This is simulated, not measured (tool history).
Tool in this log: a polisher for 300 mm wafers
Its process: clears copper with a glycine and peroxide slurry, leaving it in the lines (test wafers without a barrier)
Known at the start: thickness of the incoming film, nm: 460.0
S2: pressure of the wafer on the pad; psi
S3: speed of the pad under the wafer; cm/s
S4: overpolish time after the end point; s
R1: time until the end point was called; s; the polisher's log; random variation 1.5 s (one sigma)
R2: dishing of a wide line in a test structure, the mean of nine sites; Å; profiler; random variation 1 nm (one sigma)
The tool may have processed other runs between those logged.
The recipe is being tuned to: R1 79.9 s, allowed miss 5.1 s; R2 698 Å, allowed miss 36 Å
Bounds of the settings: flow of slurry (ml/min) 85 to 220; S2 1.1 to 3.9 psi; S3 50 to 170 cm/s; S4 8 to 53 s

run 1 hour=0 | flow_of_slurry_(ml/min)=140 S2=2.5 S3=110 S4=27 | R1=100.25 R2=775.24
run 2 hour=8.9 | flow_of_slurry_(ml/min)=140 S2=2.6 S3=110 S4=26 | R1=97.275 R2=767.4
run 3 hour=17.8 | flow_of_slurry_(ml/min)=140 S2=2.7 S3=110 S4=25 | R1=99.66 R2=765.07
run 4 hour=24 | flow_of_slurry_(ml/min)=145 S2=2.7 S3=114 S4=23 | R1=91.634 R2=726.74
run 5 hour=25.2 | flow_of_slurry_(ml/min)=150 S2=2.7 S3=114 S4=22 | R1=90.374 R2=722.84
run 6 hour=31.2 | flow_of_slurry_(ml/min)=155 S2=2.7 S3=114 S4=21 | R1=92.147 R2=691.36
run 7 hour=36.2 | flow_of_slurry_(ml/min)=155 S2=2.8 S3=114 S4=20 | R1=87.621 R2=678.12
run 8 hour=38.2 | flow_of_slurry_(ml/min)=160 S2=2.9 S3=114 S4=20 | R1=84.724 R2=689.59

Consider the 4 candidate settings below. Which is the only one whose results all fall within their allowed miss of target?
run A hour=40.2 | flow_of_slurry_(ml/min)=155 S2=3.3 S3=110 S4=18 | R1=? R2=?
run B hour=40.2 | flow_of_slurry_(ml/min)=175 S2=2.8 S3=92 S4=24 | R1=? R2=?
run C hour=40.2 | flow_of_slurry_(ml/min)=155 S2=3 S3=106 S4=21 | R1=? R2=?
run D hour=40.2 | flow_of_slurry_(ml/min)=175 S2=3 S3=102 S4=21 | R1=? R2=?

move=A R1=80.62 R2=677.01
move=B R1=104.33 R2=693.17
move=C R1=89.694 R2=700.48
move=D R1=90.924 R2=694.19
A: each result inside its tolerance
B: moves away from the targets compared with the last run
C: moves away from the targets compared with the last run
D: moves away from the targets compared with the last run
A is the move that brings every result within its allowed miss.
